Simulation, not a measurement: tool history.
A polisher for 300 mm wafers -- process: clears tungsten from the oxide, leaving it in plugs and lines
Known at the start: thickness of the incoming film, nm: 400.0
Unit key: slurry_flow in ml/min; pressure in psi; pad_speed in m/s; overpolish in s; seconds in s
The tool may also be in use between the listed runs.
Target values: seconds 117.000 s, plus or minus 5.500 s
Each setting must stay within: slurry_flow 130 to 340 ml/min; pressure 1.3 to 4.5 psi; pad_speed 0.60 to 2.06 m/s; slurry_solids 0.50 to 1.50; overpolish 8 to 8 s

| run | day | slurry_flow | pressure | pad_speed | slurry_solids | overpolish | seconds |
|---|---|---|---|---|---|---|---|
| 1 | 0.000 | 220 | 2.9 | 1.32 | 1.00 | 8 | 76.249 |
| 2 | 0.058 | 220 | 2.7 | 1.32 | 1.00 | 8 | 82.382 |
| 3 | 0.317 | 200 | 2.7 | 1.32 | 1.00 | 8 | 84.895 |
| 4 | 0.500 | 200 | 2.7 | 1.00 | 1.00 | 8 | 102.570 |
| 5 | 0.796 | 200 | 3.1 | 1.00 | 1.00 | 8 | 91.091 |
| 6 | 1.167 | 200 | 3.6 | 1.00 | 1.00 | 8 | 79.083 |
| 7 | 1.317 | 200 | 3.4 | 1.00 | 1.00 | 8 | 83.419 |
| 8 | 1.392 | 200 | 3.3 | 1.00 | 1.00 | 8 | 84.252 |
| 9 | 1.450 | 200 | 3.2 | 1.00 | 1.00 | 8 | 89.664 |
| 10 | 1.612 | 200 | 3.1 | 1.00 | 1.00 | 8 | 90.750 |
| 11 | 1.638 | 200 | 2.3 | 0.96 | 1.00 | 8 | 125.310 |

Which one of the following 5 next-run settings gets every result inside its allowed miss? There is exactly one.
| A | 1.662 | 225 | 2.4 | 1.26 | 0.85 | 8 | ? |
| B | 1.662 | 145 | 2.8 | 0.98 | 1.05 | 8 | ? |
| C | 1.662 | 200 | 2.2 | 1.26 | 1.15 | 8 | ? |
| D | 1.662 | 160 | 2.2 | 1.32 | 0.75 | 8 | ? |
| E | 1.662 | 165 | 2.6 | 1.08 | 0.95 | 8 | ? |

| move | seconds |
|---|---|
| A | 102.530 |
| B | 105.150 |
| C | 102.020 |
| D | 116.940 |
| E | 106.700 |
A: takes the biggest miss from the last run beyond its target
B: takes the biggest miss from the last run beyond its target
C: takes the biggest miss from the last run beyond its target
D: meets every target
E: takes the biggest miss from the last run beyond its target
So the answer is move D, the one that meets all the targets.
